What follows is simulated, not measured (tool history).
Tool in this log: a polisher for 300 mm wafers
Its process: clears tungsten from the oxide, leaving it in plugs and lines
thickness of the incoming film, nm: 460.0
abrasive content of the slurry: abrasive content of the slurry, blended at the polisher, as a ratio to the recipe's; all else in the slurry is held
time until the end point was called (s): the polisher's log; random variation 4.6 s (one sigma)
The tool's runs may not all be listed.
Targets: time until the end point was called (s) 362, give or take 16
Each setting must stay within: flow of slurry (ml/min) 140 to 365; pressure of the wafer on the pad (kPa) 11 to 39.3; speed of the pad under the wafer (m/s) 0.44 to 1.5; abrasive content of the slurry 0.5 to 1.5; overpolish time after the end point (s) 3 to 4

run    day  flow of slurry (ml/min)  pressure of the wafer on the pad (kPa)  speed of the pad under the wafer (m/s)  abrasive content of the slurry  overpolish time after the end point (s)  time until the end point was called (s)
  1      0                      235                                    24.8                                    0.96                               1                                        4                                   135.96
  2    0.2                      235                                    20.7                                    0.96                               1                                        4                                   162.28
  3  0.238                      235                                    19.3                                     0.9                               1                                        4                                   180.37
  4  0.417                      235                                    17.9                                    0.84                               1                                        4                                   212.82
  5  0.558                      235                                    20.7                                    0.84                               1                                        4                                   180.77
  6  0.742                      235                                    20.7                                    0.84                               1                                        3                                    181.8
  7  1.079                      235                                    19.3                                     0.8                               1                                        3                                   207.32
  8  1.433                      235                                    17.9                                    0.78                               1                                        3                                   227.37
  9  1.775                      230                                      11                                     0.6                               1                                        3                                   461.55
 10  2.125                      240                                    15.9                                     0.6                               1                                        3                                   320.61
 11  2.396                      235                                    15.9                                     0.6                               1                                        3                                   317.23
 12  2.562                      230                                    15.9                                     0.6                               1                                        3                                   326.66

4 candidate next runs follow, results not yet known. Just one meets every target within its allowed miss. Identify it.
  A  2.729                      190                                    17.2                                    0.44                             1.3                                        4                                        ?
  B  2.729                      215                                    17.2                                    0.62                               1                                        3                                        ?
  C  2.729                      210                                    15.9                                    0.54                               1                                        3                                        ?
  D  2.729                      215                                    21.4                                    0.54                            0.95                                        4                                        ?

move  time until the end point was called (s)
   A                                   395.35
   B                                   299.31
   C                                   370.59
   D                                   280.76
A: takes the biggest miss from the last run beyond its target
B: the biggest miss grows against the last run
C: all results land within tolerance of their targets
D: the biggest miss grows against the last run
The move that meets every target is C.

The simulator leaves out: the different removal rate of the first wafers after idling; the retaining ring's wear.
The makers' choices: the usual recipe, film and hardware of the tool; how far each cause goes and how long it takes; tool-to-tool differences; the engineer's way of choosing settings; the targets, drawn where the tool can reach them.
